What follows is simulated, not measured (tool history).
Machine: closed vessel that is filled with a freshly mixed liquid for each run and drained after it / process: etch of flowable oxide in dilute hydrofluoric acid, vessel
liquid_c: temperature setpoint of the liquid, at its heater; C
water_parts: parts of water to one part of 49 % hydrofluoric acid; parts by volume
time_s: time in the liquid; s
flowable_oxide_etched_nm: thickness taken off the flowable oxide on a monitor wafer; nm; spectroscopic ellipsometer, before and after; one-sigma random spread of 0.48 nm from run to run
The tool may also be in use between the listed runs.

{"run": 1, "hour": 0.0, "liquid_c": 22.0, "water_parts": 175, "time_s": 170, "flowable_oxide_etched_nm": 35.094}
{"run": 2, "hour": 1.8, "liquid_c": 19.0, "water_parts": 175, "time_s": 170, "flowable_oxide_etched_nm": 31.06}
{"run": 3, "hour": 9.4, "liquid_c": 21.0, "water_parts": 170, "time_s": 170, "flowable_oxide_etched_nm": 34.951}
{"run": 4, "hour": 16.1, "liquid_c": 22.5, "water_parts": 165, "time_s": 170, "flowable_oxide_etched_nm": 37.9}
{"run": 5, "hour": 23.4, "liquid_c": 24.0, "water_parts": 160, "time_s": 170, "flowable_oxide_etched_nm": 42.595}
{"run": 6, "hour": 25.4, "liquid_c": 21.0, "water_parts": 160, "time_s": 170, "flowable_oxide_etched_nm": 36.934}
{"run": 7, "hour": 26.1, "liquid_c": 22.5, "water_parts": 155, "time_s": 170, "flowable_oxide_etched_nm": 41.244}

Expected results for the next run?
{"run": 8, "hour": 30.1, "liquid_c": 24.0, "water_parts": 155, "time_s": 170, "flowable_oxide_etched_nm": "?"}

{"run 8": {"flowable_oxide_etched_nm": 44.384}}
